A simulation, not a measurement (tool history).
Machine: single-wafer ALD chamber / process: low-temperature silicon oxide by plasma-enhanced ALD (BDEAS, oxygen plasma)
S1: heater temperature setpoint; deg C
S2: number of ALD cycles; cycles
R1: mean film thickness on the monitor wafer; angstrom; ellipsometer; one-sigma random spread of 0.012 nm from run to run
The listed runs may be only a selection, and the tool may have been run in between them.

run 1 hour=0.0 | S1=115 S2=49 | R1=72.376
run 2 hour=8.4 | S1=116 S2=47 | R1=69.665
run 3 hour=17.2 | S1=117 S2=45 | R1=66.468
run 4 hour=21.6 | S1=118 S2=43 | R1=63.478
run 5 hour=22.6 | S1=112 S2=43 | R1=64.458
run 6 hour=31.5 | S1=121 S2=43 | R1=62.879

Run 7 comes next. What will it give?
run 7 hour=37.7 | S1=122 S2=42 | R1=?

{"run 7": {"R1": 61.572}}
